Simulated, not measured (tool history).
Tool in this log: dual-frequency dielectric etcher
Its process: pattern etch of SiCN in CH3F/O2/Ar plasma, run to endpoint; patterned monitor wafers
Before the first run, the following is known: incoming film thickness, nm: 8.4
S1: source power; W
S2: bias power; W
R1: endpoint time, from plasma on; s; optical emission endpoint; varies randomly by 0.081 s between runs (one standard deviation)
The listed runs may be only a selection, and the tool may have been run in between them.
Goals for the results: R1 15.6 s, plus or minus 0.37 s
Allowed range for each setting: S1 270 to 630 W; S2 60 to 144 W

run  hour   S1   S2      R1
  1     0  450  102  17.859
  2   7.5  450   96  18.352
  3   9.5  470   97  17.905
  4  16.5  420   97  18.563
  5  22.9  440   99  18.213
  6  23.9  370   99  19.315
  7  27.7  390  101  18.804
  8  31.6  410  102  18.447
  9  35.2  430  103  18.063
 10  42.5  450  104  17.914
 11  43.2  470  106  17.366
 12  46.5  480  107  17.217
 13  54.1  490  108  17.151
 14  62.7  500  109  16.807
 15  69.1  510  110  16.657

4 candidate next runs follow, results not yet known. Just one meets every target within its allowed miss. Identify it.
  A  75.5  500  111   ?
  B  75.5  600  114   ?
  C  75.5  560  104   ?
  D  75.5  470   86   ?

move      R1
   A  16.788
   B  15.618
   C  16.453
   D  18.494
A: the biggest miss grows against the last run
B: each result inside its tolerance
C: closes in on the targets versus the last run, not all within tolerance yet
D: the biggest miss grows against the last run
Go with B: it meets all targets.
